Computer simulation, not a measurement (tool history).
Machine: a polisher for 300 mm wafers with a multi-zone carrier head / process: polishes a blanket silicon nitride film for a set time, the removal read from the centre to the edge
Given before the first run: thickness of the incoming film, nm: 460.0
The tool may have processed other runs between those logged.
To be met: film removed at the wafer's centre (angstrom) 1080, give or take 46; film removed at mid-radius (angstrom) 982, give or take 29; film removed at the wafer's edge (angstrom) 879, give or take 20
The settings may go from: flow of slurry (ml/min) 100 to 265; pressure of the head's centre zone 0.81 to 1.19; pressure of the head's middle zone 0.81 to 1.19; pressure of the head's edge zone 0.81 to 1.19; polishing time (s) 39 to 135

run  hour  flow of slurry (ml/min)  pressure of the head's centre zone  pressure of the head's middle zone  pressure of the head's edge zone  polishing time (s)  film removed at the wafer's centre (angstrom)  film removed at mid-radius (angstrom)  film removed at the wafer's edge (angstrom)
  1     0                      170                                   1                                   1                                 1                  87                                         850.84                                 880.25                                        865.9
  2   7.2                      170                                   1                                1.05                                 1                  87                                         874.82                                 909.55                                       857.91
  3   8.2                      185                                1.03                                1.06                              0.99                  87                                         918.46                                 920.94                                       862.34
  4  10.9                      185                                1.03                                1.06                              0.99                  78                                         812.85                                 828.37                                        774.3
  5    19                      200                                1.06                                1.09                              1.01                  79                                         834.56                                 866.09                                       797.46
  6  24.8                      205                                1.09                                1.09                              0.99                  82                                         911.21                                  908.6                                       820.01
  7  33.5                      210                                1.12                                1.09                              0.99                  83                                         965.58                                 904.85                                       845.75
  8    39                      220                                1.14                                1.11                              0.99                  84                                         982.53                                 932.52                                       849.34
  9  40.2                      220                                1.14                                1.11                              0.99                  84                                         977.51                                 941.35                                       839.27

Next run, 4 choices. One meets every target within its allowed miss, the rest don't. Which?
  A  41.4                      170                                1.18                                1.19                              0.94                  92                                              ?                                      ?                                            ?
  B  41.4                      225                                1.17                                1.09                              0.96                  89                                              ?                                      ?                                            ?
  C  41.4                      220                                1.13                                1.03                              1.04                  85                                              ?                                      ?                                            ?
  D  41.4                      230                                1.06                                0.91                              0.89                  97                                              ?                                      ?                                            ?

move  film removed at the wafer's centre (angstrom)  film removed at mid-radius (angstrom)  film removed at the wafer's edge (angstrom)
   A                                         1060.6                                 1068.2                                       881.09
   B                                         1053.2                                 997.92                                       882.08
   C                                         968.66                                 911.65                                        874.7
   D                                         1041.8                                 955.83                                        931.7
A: meets the target for the result that was furthest off, but another lies outside its allowed miss
B: every result within its allowed miss
C: misses by more than the last run did
D: meets the target for the result that was furthest off, but another lies outside its allowed miss
B meets every target.

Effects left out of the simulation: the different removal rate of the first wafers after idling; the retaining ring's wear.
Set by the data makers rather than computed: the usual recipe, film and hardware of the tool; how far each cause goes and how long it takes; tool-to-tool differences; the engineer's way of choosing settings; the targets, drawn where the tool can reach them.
